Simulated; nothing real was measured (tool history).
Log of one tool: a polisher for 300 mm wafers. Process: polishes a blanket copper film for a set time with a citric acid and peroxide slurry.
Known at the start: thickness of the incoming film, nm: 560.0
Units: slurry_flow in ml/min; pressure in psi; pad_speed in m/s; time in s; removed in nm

run,hour,slurry_flow,pressure,pad_speed,slurry_solids,time,removed
1,0,250,4,1.16,1,28,72.325
2,5.4,250,3.6,1.16,1,28,64.797
3,9.5,250,3,1.02,1,28,48.584
4,17.3,250,3,1.02,1,26,44.7
5,25.2,250,3,0.74,1,26,33.8
6,32.6,290,3,0.74,1,26,33.997

Forecast run 7:
7,34.4,290,2.8,0.74,1,26,?

removed: 32.239 nm
